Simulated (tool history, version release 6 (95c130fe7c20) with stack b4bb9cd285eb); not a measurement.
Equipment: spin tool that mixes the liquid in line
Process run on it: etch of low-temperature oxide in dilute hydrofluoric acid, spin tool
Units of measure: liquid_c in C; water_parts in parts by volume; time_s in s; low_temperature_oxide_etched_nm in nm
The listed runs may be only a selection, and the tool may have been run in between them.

| run | day | liquid_c | water_parts | time_s | low_temperature_oxide_etched_nm |
|---|---|---|---|---|---|
| 1 | 0.000 | 21.0 | 230 | 40 | 1.80280 |
| 2 | 0.196 | 21.0 | 305 | 40 | 1.25940 |
| 3 | 0.475 | 21.0 | 255 | 40 | 1.56860 |
| 4 | 0.762 | 24.5 | 255 | 40 | 1.79460 |
| 5 | 0.854 | 24.5 | 255 | 15 | 0.66687 |
| 6 | 1.083 | 22.5 | 200 | 20 | 1.12710 |
| 7 | 1.350 | 21.0 | 160 | 25 | 1.74020 |
| 8 | 1.679 | 20.0 | 130 | 30 | 2.54880 |
| 9 | 1.962 | 19.0 | 110 | 35 | 3.45380 |
| 10 | 2.258 | 18.5 | 95 | 35 | 3.93820 |
| 11 | 2.608 | 18.0 | 80 | 35 | 4.67890 |
| 12 | 2.683 | 17.5 | 70 | 35 | 5.31360 |
| 13 | 2.712 | 21.5 | 45 | 40 | 11.47700 |
| 14 | 2.962 | 20.5 | 45 | 40 | 10.98500 |
| 15 | 2.992 | 20.0 | 45 | 40 | 10.76400 |
| 16 | 3.083 | 19.5 | 45 | 40 | 10.54600 |
| 17 | 3.404 | 19.0 | 45 | 40 | 10.38700 |

What will run 18 give?
| 18 | 3.700 | 18.5 | 45 | 40 | ? |

For run 18 the tool returned low_temperature_oxide_etched_nm 10.08600 nm.
